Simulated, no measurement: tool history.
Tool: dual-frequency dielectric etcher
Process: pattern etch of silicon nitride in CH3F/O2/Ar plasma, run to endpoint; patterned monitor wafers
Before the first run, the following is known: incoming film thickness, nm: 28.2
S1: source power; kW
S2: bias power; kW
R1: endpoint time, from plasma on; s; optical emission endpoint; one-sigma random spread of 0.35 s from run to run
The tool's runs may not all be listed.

run  hour    S1     S2      R1
  1     0  0.29  0.056   47.84
  2   7.6  0.34  0.056   44.62
  3  10.5  0.31  0.054  47.567
  4    18  0.29  0.053  49.103
  5  23.7  0.32  0.053  47.076
  6  26.8  0.28  0.053  50.402
  7  31.3  0.27  0.053  50.968
  8  36.4  0.26  0.053  52.018

The next listed run, before its measurement:
  9  39.6  0.25  0.053   ?

Run 9 came out at R1 52.727 s.
